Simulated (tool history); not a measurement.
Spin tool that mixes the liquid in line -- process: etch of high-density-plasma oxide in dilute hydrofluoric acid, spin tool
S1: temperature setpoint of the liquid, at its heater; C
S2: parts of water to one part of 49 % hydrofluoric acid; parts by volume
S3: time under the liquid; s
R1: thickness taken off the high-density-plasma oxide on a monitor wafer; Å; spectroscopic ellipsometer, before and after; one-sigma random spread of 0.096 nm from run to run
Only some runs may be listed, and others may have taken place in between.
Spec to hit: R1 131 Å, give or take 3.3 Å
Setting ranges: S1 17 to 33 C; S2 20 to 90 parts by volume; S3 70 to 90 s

{"run": 1, "hour": 0.0, "S1": 25, "S2": 50, "S3": 90, "R1": 161.29}
{"run": 2, "hour": 0.7, "S1": 25, "S2": 50, "S3": 70, "R1": 124.46}
{"run": 3, "hour": 2.9, "S1": 25, "S2": 50, "S3": 90, "R1": 160}
{"run": 4, "hour": 6.4, "S1": 24, "S2": 50, "S3": 90, "R1": 153.9}
{"run": 5, "hour": 14.9, "S1": 26.5, "S2": 50, "S3": 90, "R1": 169.52}
{"run": 6, "hour": 21.1, "S1": 26.5, "S2": 35, "S3": 90, "R1": 246.53}
{"run": 7, "hour": 26.4, "S1": 25, "S2": 35, "S3": 90, "R1": 232.45}
{"run": 8, "hour": 28.2, "S1": 23.5, "S2": 35, "S3": 90, "R1": 219.65}
{"run": 9, "hour": 32.2, "S1": 22.5, "S2": 35, "S3": 90, "R1": 208.18}
{"run": 10, "hour": 41.0, "S1": 21.5, "S2": 35, "S3": 90, "R1": 202.35}
{"run": 11, "hour": 43.2, "S1": 21.5, "S2": 35, "S3": 90, "R1": 202.72}
{"run": 12, "hour": 44.5, "S1": 20.5, "S2": 35, "S3": 90, "R1": 193.58}
{"run": 13, "hour": 45.2, "S1": 20, "S2": 35, "S3": 90, "R1": 191.05}
{"run": 14, "hour": 53.1, "S1": 19.5, "S2": 35, "S3": 90, "R1": 186.47}
{"run": 15, "hour": 59.8, "S1": 19, "S2": 35, "S3": 90, "R1": 181.99}
{"run": 16, "hour": 65.5, "S1": 18.5, "S2": 35, "S3": 90, "R1": 174.62}

Below are 5 possible settings for the next run. Only one of them brings all results inside the allowed miss of their targets. Which is it?
{"run": "A", "hour": 71.2, "S1": 17, "S2": 45, "S3": 85, "R1": "?"}
{"run": "B", "hour": 71.2, "S1": 17, "S2": 50, "S3": 85, "R1": "?"}
{"run": "C", "hour": 71.2, "S1": 20, "S2": 40, "S3": 75, "R1": "?"}
{"run": "D", "hour": 71.2, "S1": 17.5, "S2": 40, "S3": 85, "R1": "?"}
{"run": "E", "hour": 71.2, "S1": 17.5, "S2": 45, "S3": 90, "R1": "?"}

move=A R1=120.33
move=B R1=107.7
move=C R1=136.77
move=D R1=139.14
move=E R1=130.22
A: moves the result that the last run missed by most past its target, out the other side
B: moves the result that the last run missed by most past its target, out the other side
C: an improvement on the last run, though not all results are within tolerance
D: an improvement on the last run, though not all results are within tolerance
E: in spec on every target
E meets every target.
